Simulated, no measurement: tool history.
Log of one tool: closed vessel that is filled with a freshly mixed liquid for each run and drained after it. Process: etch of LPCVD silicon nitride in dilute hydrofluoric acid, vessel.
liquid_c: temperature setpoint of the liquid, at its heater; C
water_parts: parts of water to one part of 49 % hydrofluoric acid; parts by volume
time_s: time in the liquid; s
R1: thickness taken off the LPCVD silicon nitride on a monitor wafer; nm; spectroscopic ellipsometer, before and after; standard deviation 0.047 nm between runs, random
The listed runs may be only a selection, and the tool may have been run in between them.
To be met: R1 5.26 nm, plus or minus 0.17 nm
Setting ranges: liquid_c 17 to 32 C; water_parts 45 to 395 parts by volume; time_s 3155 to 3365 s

{"run": 1, "hour": 0.0, "liquid_c": 24, "water_parts": 220, "time_s": 3155, "R1": 8.2024}
{"run": 2, "hour": 9.8, "liquid_c": 25.5, "water_parts": 220, "time_s": 3155, "R1": 9.0069}
{"run": 3, "hour": 16.6, "liquid_c": 25.5, "water_parts": 295, "time_s": 3155, "R1": 6.8349}
{"run": 4, "hour": 23.9, "liquid_c": 25.5, "water_parts": 295, "time_s": 3155, "R1": 6.7717}
{"run": 5, "hour": 33.2, "liquid_c": 25.5, "water_parts": 295, "time_s": 3365, "R1": 7.2026}
{"run": 6, "hour": 35.3, "liquid_c": 23, "water_parts": 295, "time_s": 3365, "R1": 6.2127}
{"run": 7, "hour": 40.7, "liquid_c": 22.5, "water_parts": 295, "time_s": 3365, "R1": 5.9383}
{"run": 8, "hour": 46.5, "liquid_c": 22, "water_parts": 295, "time_s": 3365, "R1": 5.735}

Which one of the following 5 next-run settings gets every result inside its allowed miss? There is exactly one.
{"run": "A", "hour": 52.3, "liquid_c": 20.5, "water_parts": 275, "time_s": 3365, "R1": "?"}
{"run": "B", "hour": 52.3, "liquid_c": 23, "water_parts": 295, "time_s": 3155, "R1": "?"}
{"run": "C", "hour": 52.3, "liquid_c": 21.5, "water_parts": 330, "time_s": 3250, "R1": "?"}
{"run": "D", "hour": 52.3, "liquid_c": 21.5, "water_parts": 260, "time_s": 3280, "R1": "?"}
{"run": "E", "hour": 52.3, "liquid_c": 25, "water_parts": 370, "time_s": 3220, "R1": "?"}

move=A R1=5.6073
move=B R1=5.742
move=C R1=4.8301
move=D R1=6.1511
move=E R1=5.2836
A: closes in on the targets versus the last run, not all within tolerance yet
B: just as far off the targets as the last run
C: takes the result that was furthest off past its target
D: its largest miss is bigger than the last run's
E: meets every target
So the answer is move E, the one that meets all the targets.

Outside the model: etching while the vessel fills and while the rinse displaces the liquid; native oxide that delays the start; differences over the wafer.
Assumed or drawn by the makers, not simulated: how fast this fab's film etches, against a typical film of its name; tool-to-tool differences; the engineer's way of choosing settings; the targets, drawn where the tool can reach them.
